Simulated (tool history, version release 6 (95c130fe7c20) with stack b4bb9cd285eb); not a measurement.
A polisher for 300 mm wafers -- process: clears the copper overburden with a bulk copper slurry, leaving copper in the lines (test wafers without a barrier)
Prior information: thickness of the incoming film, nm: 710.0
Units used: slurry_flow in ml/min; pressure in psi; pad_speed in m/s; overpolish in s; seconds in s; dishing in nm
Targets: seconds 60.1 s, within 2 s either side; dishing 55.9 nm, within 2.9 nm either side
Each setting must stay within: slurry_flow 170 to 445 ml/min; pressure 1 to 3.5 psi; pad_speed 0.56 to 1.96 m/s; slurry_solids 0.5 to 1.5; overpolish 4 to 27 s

Run 1, day 0: slurry_flow 285 ml/min, pressure 2.2 psi, pad_speed 1.26 m/s, slurry_solids 1, overpolish 14 s. Result: seconds 90.774 s, dishing 56.468 nm.
Run 2, day 0.317: slurry_flow 285 ml/min, pressure 2.5 psi, pad_speed 1.28 m/s, slurry_solids 1, overpolish 12 s. Result: seconds 79.79 s, dishing 57.225 nm.
Run 3, day 0.396: slurry_flow 285 ml/min, pressure 2.7 psi, pad_speed 1.3 m/s, slurry_solids 1, overpolish 10 s. Result: seconds 72.385 s, dishing 56.136 nm.
Run 4, day 0.746: slurry_flow 285 ml/min, pressure 2.8 psi, pad_speed 1.3 m/s, slurry_solids 1, overpolish 9 s. Result: seconds 70.264 s, dishing 51.303 nm.
Run 5, day 1.042: slurry_flow 285 ml/min, pressure 2.9 psi, pad_speed 1.3 m/s, slurry_solids 1, overpolish 9 s. Result: seconds 67.713 s, dishing 53.469 nm.
Run 6, day 1.25: slurry_flow 285 ml/min, pressure 2.9 psi, pad_speed 1 m/s, slurry_solids 1, overpolish 9 s. Result: seconds 84.715 s, dishing 44.477 nm.
Run 7, day 1.371: slurry_flow 285 ml/min, pressure 3.1 psi, pad_speed 1.04 m/s, slurry_solids 1, overpolish 9 s. Result: seconds 76.566 s, dishing 49.064 nm.
Run 8, day 1.579: slurry_flow 285 ml/min, pressure 3.2 psi, pad_speed 1.08 m/s, slurry_solids 1, overpolish 9 s. Result: seconds 72.234 s, dishing 51.372 nm.
Run 9, day 1.638: slurry_flow 285 ml/min, pressure 3.3 psi, pad_speed 1.1 m/s, slurry_solids 1, overpolish 9 s. Result: seconds 68.935 s, dishing 52.81 nm.
Run 10, day 1.812: slurry_flow 285 ml/min, pressure 3.4 psi, pad_speed 1.12 m/s, slurry_solids 1, overpolish 9 s. Result: seconds 66.942 s, dishing 55.273 nm.
Run 11, day 1.871: slurry_flow 285 ml/min, pressure 3.4 psi, pad_speed 1.14 m/s, slurry_solids 1, overpolish 9 s. Result: seconds 64.348 s, dishing 56.296 nm.
Run 12, day 2.246: slurry_flow 285 ml/min, pressure 3.4 psi, pad_speed 1.16 m/s, slurry_solids 1, overpolish 9 s. Result: seconds 64.025 s, dishing 55.658 nm.
Run 13, day 2.588: slurry_flow 285 ml/min, pressure 3.4 psi, pad_speed 1.18 m/s, slurry_solids 1, overpolish 9 s. Result: seconds 62.691 s, dishing 56.147 nm.

Which one of the following 5 next-run settings gets every result inside its allowed miss? There is exactly one.
Run A, day 2.929: slurry_flow 290 ml/min, pressure 3 psi, pad_speed 1.58 m/s, slurry_solids 0.9, overpolish 7 s. Result: seconds ?, dishing ?.
Run B, day 2.929: slurry_flow 270 ml/min, pressure 3.3 psi, pad_speed 1.22 m/s, slurry_solids 1, overpolish 10 s. Result: seconds ?, dishing ?.
Run C, day 2.929: slurry_flow 325 ml/min, pressure 2.6 psi, pad_speed 1.6 m/s, slurry_solids 1.05, overpolish 9 s. Result: seconds ?, dishing ?.
Run D, day 2.929: slurry_flow 415 ml/min, pressure 3.5 psi, pad_speed 1.12 m/s, slurry_solids 0.8, overpolish 8 s. Result: seconds ?, dishing ?.
Run E, day 2.929: slurry_flow 260 ml/min, pressure 3.4 psi, pad_speed 1.3 m/s, slurry_solids 1.1, overpolish 8 s. Result: seconds ?, dishing ?.

move  seconds  dishing
   A   55.088   49.454
   B   61.897   59.311
   C   59.764   54.865
   D   64.041   49.558
   E   55.809   54.703
A: the result that was furthest off in the last run now lies on the other side of its target
B: meets the target for the result that was furthest off, but another lies outside its allowed miss
C: all results in spec
D: lands further from the targets than the last run did
E: the result that was furthest off in the last run now lies on the other side of its target
C is the move that brings every result within its allowed miss.

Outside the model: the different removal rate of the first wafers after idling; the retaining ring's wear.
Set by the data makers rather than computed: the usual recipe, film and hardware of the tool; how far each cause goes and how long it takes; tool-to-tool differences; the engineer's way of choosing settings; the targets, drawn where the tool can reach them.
